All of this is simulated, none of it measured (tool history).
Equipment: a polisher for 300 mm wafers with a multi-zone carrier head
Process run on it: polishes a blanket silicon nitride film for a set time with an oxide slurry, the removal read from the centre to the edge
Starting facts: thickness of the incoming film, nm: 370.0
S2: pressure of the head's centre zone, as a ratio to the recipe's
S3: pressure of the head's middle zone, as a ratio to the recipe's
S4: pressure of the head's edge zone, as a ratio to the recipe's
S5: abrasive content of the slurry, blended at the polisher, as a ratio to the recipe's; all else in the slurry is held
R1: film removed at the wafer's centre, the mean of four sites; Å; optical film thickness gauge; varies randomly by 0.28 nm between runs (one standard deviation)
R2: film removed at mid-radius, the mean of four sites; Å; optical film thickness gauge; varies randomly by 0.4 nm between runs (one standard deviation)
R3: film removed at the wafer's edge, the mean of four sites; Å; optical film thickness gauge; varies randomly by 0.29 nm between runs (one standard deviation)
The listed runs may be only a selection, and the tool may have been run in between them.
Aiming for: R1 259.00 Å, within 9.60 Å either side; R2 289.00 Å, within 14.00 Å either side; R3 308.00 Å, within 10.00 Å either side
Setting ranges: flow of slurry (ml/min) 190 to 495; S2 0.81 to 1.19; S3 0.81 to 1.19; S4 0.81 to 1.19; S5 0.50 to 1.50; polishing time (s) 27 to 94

{"run": 1, "hour": 0.0, "flow of slurry (ml/min)": 320, "S2": 1.0, "S3": 1.0, "S4": 1.0, "S5": 1.0, "polishing time (s)": 60, "R1": 476.48, "R2": 494.02, "R3": 491.91}
{"run": 2, "hour": 1.8, "flow of slurry (ml/min)": 320, "S2": 0.93, "S3": 1.0, "S4": 1.0, "S5": 1.0, "polishing time (s)": 60, "R1": 442.66, "R2": 493.89, "R3": 477.83}
{"run": 3, "hour": 2.5, "flow of slurry (ml/min)": 320, "S2": 0.93, "S3": 1.0, "S4": 1.0, "S5": 1.15, "polishing time (s)": 60, "R1": 464.39, "R2": 514.43, "R3": 514.16}
{"run": 4, "hour": 3.1, "flow of slurry (ml/min)": 310, "S2": 0.9, "S3": 0.96, "S4": 1.02, "S5": 1.0, "polishing time (s)": 56, "R1": 399.53, "R2": 458.64, "R3": 459.67}
{"run": 5, "hour": 10.9, "flow of slurry (ml/min)": 305, "S2": 0.9, "S3": 0.92, "S4": 1.03, "S5": 0.85, "polishing time (s)": 52, "R1": 352.58, "R2": 374.87, "R3": 398.18}
{"run": 6, "hour": 18.4, "flow of slurry (ml/min)": 370, "S2": 0.9, "S3": 0.92, "S4": 1.03, "S5": 0.85, "polishing time (s)": 52, "R1": 358.54, "R2": 384.52, "R3": 399.81}
{"run": 7, "hour": 22.9, "flow of slurry (ml/min)": 365, "S2": 0.88, "S3": 0.91, "S4": 1.03, "S5": 0.75, "polishing time (s)": 51, "R1": 328.79, "R2": 350.79, "R3": 377.57}
{"run": 8, "hour": 24.2, "flow of slurry (ml/min)": 365, "S2": 0.86, "S3": 0.91, "S4": 1.01, "S5": 0.7, "polishing time (s)": 50, "R1": 299.3, "R2": 333.99, "R3": 360.29}
{"run": 9, "hour": 27.6, "flow of slurry (ml/min)": 370, "S2": 0.87, "S3": 0.91, "S4": 0.98, "S5": 0.65, "polishing time (s)": 50, "R1": 296.41, "R2": 323.99, "R3": 346.07}
{"run": 10, "hour": 28.9, "flow of slurry (ml/min)": 370, "S2": 0.86, "S3": 0.9, "S4": 0.95, "S5": 0.6, "polishing time (s)": 50, "R1": 290.77, "R2": 313.52, "R3": 328.08}
{"run": 11, "hour": 36.2, "flow of slurry (ml/min)": 370, "S2": 0.85, "S3": 0.9, "S4": 0.95, "S5": 0.55, "polishing time (s)": 50, "R1": 271.07, "R2": 301.63, "R3": 321.53}
{"run": 12, "hour": 42.9, "flow of slurry (ml/min)": 365, "S2": 0.84, "S3": 0.89, "S4": 0.94, "S5": 0.55, "polishing time (s)": 50, "R1": 270.76, "R2": 298.39, "R3": 319.14}
{"run": 13, "hour": 47.6, "flow of slurry (ml/min)": 360, "S2": 0.83, "S3": 0.89, "S4": 0.93, "S5": 0.55, "polishing time (s)": 50, "R1": 262.05, "R2": 302.39, "R3": 316.94}

Which single option among these 4 for the next run brings every result within its allowed miss of target? Just one does.
{"run": "A", "hour": 52.3, "flow of slurry (ml/min)": 310, "S2": 0.82, "S3": 0.96, "S4": 0.95, "S5": 0.5, "polishing time (s)": 53, "R1": "?", "R2": "?", "R3": "?"}
{"run": "B", "hour": 52.3, "flow of slurry (ml/min)": 405, "S2": 0.91, "S3": 0.97, "S4": 0.93, "S5": 0.5, "polishing time (s)": 49, "R1": "?", "R2": "?", "R3": "?"}
{"run": "C", "hour": 52.3, "flow of slurry (ml/min)": 395, "S2": 0.82, "S3": 0.84, "S4": 0.89, "S5": 0.6, "polishing time (s)": 47, "R1": "?", "R2": "?", "R3": "?"}
{"run": "D", "hour": 52.3, "flow of slurry (ml/min)": 280, "S2": 0.84, "S3": 0.99, "S4": 0.81, "S5": 0.65, "polishing time (s)": 46, "R1": "?", "R2": "?", "R3": "?"}

move=A R1=268.98 R2=318.25 R3=325.85
move=B R1=283.60 R2=303.32 R3=304.36
move=C R1=262.43 R2=283.53 R3=308.73
move=D R1=262.06 R2=309.42 R3=293.70
A: further off than the last run
B: further off than the last run
C: meets every target
D: further off than the last run
Correct choice: C, which meets every target

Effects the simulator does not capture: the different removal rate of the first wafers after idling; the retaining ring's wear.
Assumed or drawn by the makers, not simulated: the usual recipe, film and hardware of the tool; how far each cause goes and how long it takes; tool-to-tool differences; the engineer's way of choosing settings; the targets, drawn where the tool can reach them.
